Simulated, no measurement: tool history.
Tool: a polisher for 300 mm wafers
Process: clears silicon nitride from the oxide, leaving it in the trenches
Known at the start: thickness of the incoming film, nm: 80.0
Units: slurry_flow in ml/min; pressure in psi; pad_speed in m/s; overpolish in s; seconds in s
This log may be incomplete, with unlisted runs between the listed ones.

run	hour	slurry_flow	pressure	pad_speed	overpolish	seconds
1	0.0	295	3.0	1.24	37	62.563
2	5.8	295	2.5	1.18	37	77.467
3	12.5	295	2.5	1.18	37	77.635
4	14.0	360	2.5	1.18	37	77.121
5	16.2	360	2.5	1.18	39	77.486
6	21.3	300	2.5	1.18	39	77.242
7	21.9	300	2.1	1.12	39	96.795

The next listed run, before its measurement:
8	25.8	300	1.9	1.12	39	?

{"run 8": {"seconds": 108.75}}

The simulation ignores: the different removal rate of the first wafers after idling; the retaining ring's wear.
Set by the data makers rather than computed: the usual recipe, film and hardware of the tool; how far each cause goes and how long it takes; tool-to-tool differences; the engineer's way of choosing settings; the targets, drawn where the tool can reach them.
